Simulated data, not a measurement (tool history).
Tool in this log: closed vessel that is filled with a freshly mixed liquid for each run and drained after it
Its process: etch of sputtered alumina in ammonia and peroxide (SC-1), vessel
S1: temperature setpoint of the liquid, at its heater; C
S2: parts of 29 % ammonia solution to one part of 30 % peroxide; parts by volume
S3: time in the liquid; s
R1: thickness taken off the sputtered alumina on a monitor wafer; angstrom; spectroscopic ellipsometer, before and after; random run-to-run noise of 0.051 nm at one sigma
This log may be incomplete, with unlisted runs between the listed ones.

Run 1, hour 0.0: S1 47.0 C, S2 0.6 parts by volume, S3 245 s. Result: R1 128.05 angstrom.
Run 2, hour 6.1: S1 45.5 C, S2 0.6 parts by volume, S3 245 s. Result: R1 116.91 angstrom.
Run 3, hour 14.0: S1 48.5 C, S2 0.6 parts by volume, S3 245 s. Result: R1 138.52 angstrom.
Run 4, hour 22.4: S1 52.5 C, S2 0.6 parts by volume, S3 245 s. Result: R1 173.18 angstrom.
Run 5, hour 29.8: S1 52.5 C, S2 0.7 parts by volume, S3 245 s. Result: R1 174.39 angstrom.
Run 6, hour 34.6: S1 55.0 C, S2 0.7 parts by volume, S3 245 s. Result: R1 200.43 angstrom.
Run 7, hour 35.9: S1 52.0 C, S2 0.7 parts by volume, S3 245 s. Result: R1 168.71 angstrom.

Run 8 comes next. What will it give?
Run 8, hour 37.9: S1 49.5 C, S2 0.7 parts by volume, S3 245 s. Result: R1 ?.

{"run 8": {"R1": 147.5}}
